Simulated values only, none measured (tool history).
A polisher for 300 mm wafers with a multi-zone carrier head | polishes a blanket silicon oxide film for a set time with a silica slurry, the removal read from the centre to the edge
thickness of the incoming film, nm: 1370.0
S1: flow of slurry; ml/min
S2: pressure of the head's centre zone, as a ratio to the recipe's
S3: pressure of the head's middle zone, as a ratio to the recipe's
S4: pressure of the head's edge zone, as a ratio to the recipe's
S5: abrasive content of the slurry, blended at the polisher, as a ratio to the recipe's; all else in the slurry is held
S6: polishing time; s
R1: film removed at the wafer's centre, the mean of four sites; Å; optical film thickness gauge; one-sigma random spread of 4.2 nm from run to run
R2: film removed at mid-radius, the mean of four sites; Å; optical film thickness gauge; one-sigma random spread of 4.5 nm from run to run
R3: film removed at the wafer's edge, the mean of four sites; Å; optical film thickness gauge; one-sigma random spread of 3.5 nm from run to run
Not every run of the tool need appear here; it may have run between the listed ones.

run	hour	S1	S2	S3	S4	S5	S6	R1	R2	R3
1	0.0	255	1.00	1.00	1.00	1.00	75	2594.7	2664.7	2591.2
2	6.2	255	1.00	1.07	1.00	1.00	75	2581.9	2798.3	2586.7
3	12.8	255	1.06	1.07	1.00	1.00	75	2800.8	2786.8	2554.8
4	20.2	255	1.06	1.07	1.05	1.00	75	2781.2	2787.6	2672.3
5	26.0	255	1.06	1.07	1.05	0.90	75	2619.5	2616.5	2485.4
6	28.8	255	1.05	1.07	1.06	0.95	75	2658.2	2666.1	2619.3
7	33.9	255	1.05	1.08	1.07	1.00	75	2683.7	2812.8	2691.1

Expected results for the next run?
8	37.8	255	1.05	1.08	1.08	1.05	75	?	?	?

R1: 2830.4 Å
R2: 2849.4 Å
R3: 2821.9 Å
